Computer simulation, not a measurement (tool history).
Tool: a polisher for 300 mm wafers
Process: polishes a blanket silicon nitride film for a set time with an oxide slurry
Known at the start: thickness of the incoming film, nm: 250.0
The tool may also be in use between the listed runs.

run,hour,flow of slurry (ml/min),pressure of the wafer on the pad (psi),speed of the pad under the wafer (cm/s),abrasive content of the slurry,polishing time (s),film removed (angstrom)
1,0,160,4,108,1,33,265.37
2,6.2,155,3.6,104,1,33,229.96
3,10.9,155,3.6,104,0.8,33,203.84
4,17.5,150,3.3,104,0.8,33,187.3
5,21.1,145,3.1,104,0.8,33,172.72
6,22.8,140,2.9,104,0.8,33,160.68

The next listed run, before its measurement:
7,26,135,2.8,104,0.8,33,?

film removed (angstrom): 154.23

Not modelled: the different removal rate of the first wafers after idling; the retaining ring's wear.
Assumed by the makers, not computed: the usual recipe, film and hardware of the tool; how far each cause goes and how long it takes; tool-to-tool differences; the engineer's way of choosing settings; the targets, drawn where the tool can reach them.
